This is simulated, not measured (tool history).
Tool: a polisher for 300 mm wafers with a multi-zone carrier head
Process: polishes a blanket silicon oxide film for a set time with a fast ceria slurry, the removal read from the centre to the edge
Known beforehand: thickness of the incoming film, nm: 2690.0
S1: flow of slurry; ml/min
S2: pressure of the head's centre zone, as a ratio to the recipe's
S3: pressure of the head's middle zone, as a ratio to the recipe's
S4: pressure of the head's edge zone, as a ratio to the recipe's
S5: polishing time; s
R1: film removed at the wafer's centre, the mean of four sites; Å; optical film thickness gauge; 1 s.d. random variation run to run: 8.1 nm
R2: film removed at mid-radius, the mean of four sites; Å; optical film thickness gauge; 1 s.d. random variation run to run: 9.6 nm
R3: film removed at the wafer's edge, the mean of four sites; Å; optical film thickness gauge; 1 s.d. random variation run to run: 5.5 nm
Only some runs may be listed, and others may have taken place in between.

Run 1, day 0: S1 180 ml/min, S2 1, S3 1, S4 1, S5 40 s. Result: R1 10503 Å, R2 10144 Å, R3 10418 Å.
Run 2, day 0.204: S1 180 ml/min, S2 1, S3 1, S4 1, S5 43 s. Result: R1 11530 Å, R2 11014 Å, R3 11184 Å.
Run 3, day 0.308: S1 180 ml/min, S2 1, S3 0.93, S4 1, S5 43 s. Result: R1 11310 Å, R2 10172 Å, R3 11087 Å.
Run 4, day 0.671: S1 180 ml/min, S2 1, S3 0.93, S4 0.95, S5 43 s. Result: R1 11459 Å, R2 10115 Å, R3 10788 Å.
Run 5, day 0.888: S1 225 ml/min, S2 1, S3 0.93, S4 0.95, S5 43 s. Result: R1 11625 Å, R2 10554 Å, R3 11068 Å.
Run 6, day 1.033: S1 200 ml/min, S2 1.01, S3 0.89, S4 0.94, S5 41 s. Result: R1 11141 Å, R2 9489.7 Å, R3 10351 Å.
Run 7, day 1.167: S1 150 ml/min, S2 1.03, S3 0.81, S4 0.97, S5 33 s. Result: R1 8655.8 Å, R2 6877.8 Å, R3 8268.7 Å.

Predict the results of run 8:
Run 8, day 1.35: S1 160 ml/min, S2 1.05, S3 0.81, S4 0.99, S5 33 s. Result: R1 ?, R2 ?, R3 ?.

R1: 9079.1 Å
R2: 7016.6 Å
R3: 8404 Å
